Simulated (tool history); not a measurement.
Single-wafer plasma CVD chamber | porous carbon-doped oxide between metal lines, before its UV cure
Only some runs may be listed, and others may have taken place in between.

run	hour	heater temperature setpoint (deg C)	RF power (kW)	deposition time (s)	mean film thickness on the monitor wafer (nm)
1	0	315	0.575	57.5	260.72
2	3.6	320	0.55	57.5	246.35
3	7.3	320	0.5	57.5	230.7
4	14.3	320	0.535	57.5	242.22
5	17.9	320	0.535	59.3	248.72
6	23.8	324	0.52	59.2	239.76
7	26.8	327	0.51	59.1	232.76

Run 8 has not been measured yet. What should we expect?
8	31.9	329	0.505	59.1	?

mean film thickness on the monitor wafer (nm): 229.77

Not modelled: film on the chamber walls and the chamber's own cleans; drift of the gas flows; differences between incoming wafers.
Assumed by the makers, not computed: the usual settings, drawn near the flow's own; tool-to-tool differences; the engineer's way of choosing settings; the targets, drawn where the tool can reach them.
